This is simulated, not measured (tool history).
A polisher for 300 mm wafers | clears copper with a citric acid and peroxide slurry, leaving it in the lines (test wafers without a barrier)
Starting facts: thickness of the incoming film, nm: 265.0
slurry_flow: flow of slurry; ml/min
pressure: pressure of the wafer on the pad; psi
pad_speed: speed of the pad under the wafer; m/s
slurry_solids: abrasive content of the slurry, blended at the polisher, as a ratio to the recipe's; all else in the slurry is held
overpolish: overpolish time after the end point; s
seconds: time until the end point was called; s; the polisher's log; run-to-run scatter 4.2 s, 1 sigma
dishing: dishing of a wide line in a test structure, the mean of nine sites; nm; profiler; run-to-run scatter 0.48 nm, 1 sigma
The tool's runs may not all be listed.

run	hour	slurry_flow	pressure	pad_speed	slurry_solids	overpolish	seconds	dishing
1	0	305	2.1	1.18	1	17	179.26	18.986
2	6.3	305	2	1.18	1	18	191.44	18.075
3	9.6	305	1.9	1.18	1	19	194.46	19.003
4	15.9	305	1.8	1.18	1	20	206.48	18.699
5	23.1	305	1.7	1.18	1	21	220.2	18.017
6	31.9	360	1.7	1.18	1	21	210.74	17.652
7	33.5	355	1.7	1.18	1	22	214.15	19.543

Run 8, settings as shown, results not yet in. Your forecast:
8	34.5	350	1.3	1.16	1	25	?	?

Run 8 gave seconds 274.21 s, dishing 16.585 nm.
